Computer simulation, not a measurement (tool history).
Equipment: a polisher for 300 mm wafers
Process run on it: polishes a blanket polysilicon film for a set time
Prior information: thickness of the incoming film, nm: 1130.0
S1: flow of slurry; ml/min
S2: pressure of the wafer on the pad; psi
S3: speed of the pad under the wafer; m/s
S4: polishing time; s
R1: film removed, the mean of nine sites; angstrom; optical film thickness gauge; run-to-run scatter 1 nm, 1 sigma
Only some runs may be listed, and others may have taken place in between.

run,hour,S1,S2,S3,S4,R1
1,0,165,2,1.12,25,1580.7
2,9,165,2,0.9,25,1396.3
3,13.4,165,2,0.9,23,1283.1
4,17.8,180,2.1,0.9,23,1367.4
5,19.2,185,2.2,0.9,23,1403.8
6,22.7,185,2.2,0.62,23,1152.4

Forecast run 7:
7,25.9,230,2.8,0.62,23,?

R1: 1449.3 angstrom
